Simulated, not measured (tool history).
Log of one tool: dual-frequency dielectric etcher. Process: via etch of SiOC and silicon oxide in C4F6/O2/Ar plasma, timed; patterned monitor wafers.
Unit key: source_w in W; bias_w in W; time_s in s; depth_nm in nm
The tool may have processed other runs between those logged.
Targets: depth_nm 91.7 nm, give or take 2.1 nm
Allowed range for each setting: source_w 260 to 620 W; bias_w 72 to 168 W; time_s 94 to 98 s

run  hour  source_w  bias_w  time_s  depth_nm
  1     0       440     120      94    101.28
  2   7.4       440     120      98    105.89
  3  16.3       410     117      98    101.87
  4  24.9       440     117      98    105.99
  5  27.7       440     117      94    100.14
  6  30.7       520     117      94    107.88
  7  38.1       480     114      94    103.51
  8  46.1       480     114      94    102.62
  9  46.6       450     112      94    100.61
 10  50.1       430     110      94    97.533
 11  57.3       430     110      94    98.166
 12  65.7       410     109      94    95.574

5 candidate next runs follow, results not yet known. Just one meets every target within its allowed miss. Identify it.
  A  74.1       360     103    96.5         ?
  B  74.1       450      94      98         ?
  C  74.1       480      86      96         ?
  D  74.1       450     105    95.5         ?
  E  74.1       410     112    96.5         ?

move  depth_nm
   A    91.487
   B    98.192
   C    95.516
   D    99.762
   E    99.517
A: every result within its allowed miss
B: moves away from the targets compared with the last run
C: roughly where the last run was
D: moves away from the targets compared with the last run
E: moves away from the targets compared with the last run
Correct choice: A, which meets every target
